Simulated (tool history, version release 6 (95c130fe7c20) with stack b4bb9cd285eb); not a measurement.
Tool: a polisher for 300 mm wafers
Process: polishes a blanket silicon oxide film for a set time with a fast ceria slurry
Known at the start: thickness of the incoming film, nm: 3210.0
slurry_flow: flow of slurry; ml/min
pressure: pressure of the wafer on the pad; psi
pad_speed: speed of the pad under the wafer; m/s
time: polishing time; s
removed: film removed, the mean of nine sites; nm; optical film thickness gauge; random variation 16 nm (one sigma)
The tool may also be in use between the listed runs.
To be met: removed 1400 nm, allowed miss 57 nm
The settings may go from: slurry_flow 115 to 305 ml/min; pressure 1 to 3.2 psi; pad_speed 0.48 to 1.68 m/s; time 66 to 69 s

{"run": 1, "hour": 0.0, "slurry_flow": 195, "pressure": 2.1, "pad_speed": 1.08, "time": 66, "removed": 892.28}
{"run": 2, "hour": 0.7, "slurry_flow": 160, "pressure": 2.1, "pad_speed": 1.08, "time": 66, "removed": 873.97}
{"run": 3, "hour": 8.2, "slurry_flow": 160, "pressure": 2.1, "pad_speed": 1.08, "time": 69, "removed": 920.73}
{"run": 4, "hour": 15.3, "slurry_flow": 160, "pressure": 2.1, "pad_speed": 1.08, "time": 66, "removed": 871.98}
{"run": 5, "hour": 20.5, "slurry_flow": 180, "pressure": 2.1, "pad_speed": 1.08, "time": 66, "removed": 881.91}
{"run": 6, "hour": 27.1, "slurry_flow": 180, "pressure": 1.9, "pad_speed": 1.08, "time": 66, "removed": 803.07}
{"run": 7, "hour": 31.1, "slurry_flow": 180, "pressure": 2.1, "pad_speed": 1.08, "time": 66, "removed": 898.62}
{"run": 8, "hour": 32.8, "slurry_flow": 190, "pressure": 2.7, "pad_speed": 1.1, "time": 66, "removed": 1143.8}
{"run": 9, "hour": 36.8, "slurry_flow": 190, "pressure": 2.8, "pad_speed": 1.1, "time": 66, "removed": 1205.1}
{"run": 10, "hour": 42.2, "slurry_flow": 190, "pressure": 2.9, "pad_speed": 1.1, "time": 66, "removed": 1254.8}
{"run": 11, "hour": 47.5, "slurry_flow": 190, "pressure": 3, "pad_speed": 1.1, "time": 66, "removed": 1290.6}

4 next moves are on the table. One of them brings every result within its allowed miss. Which?
{"run": "A", "hour": 52.8, "slurry_flow": 270, "pressure": 3.1, "pad_speed": 1.14, "time": 66, "removed": "?"}
{"run": "B", "hour": 52.8, "slurry_flow": 145, "pressure": 3, "pad_speed": 1.06, "time": 68, "removed": "?"}
{"run": "C", "hour": 52.8, "slurry_flow": 195, "pressure": 3.2, "pad_speed": 0.98, "time": 68, "removed": "?"}
{"run": "D", "hour": 52.8, "slurry_flow": 240, "pressure": 2.9, "pad_speed": 1.32, "time": 66, "removed": "?"}

move=A removed=1412.4
move=B removed=1219.8
move=C removed=1252.3
move=D removed=1509
A: meets every target
B: further off than the last run
C: further off than the last run
D: takes the result that was furthest off past its target
The right move is A.
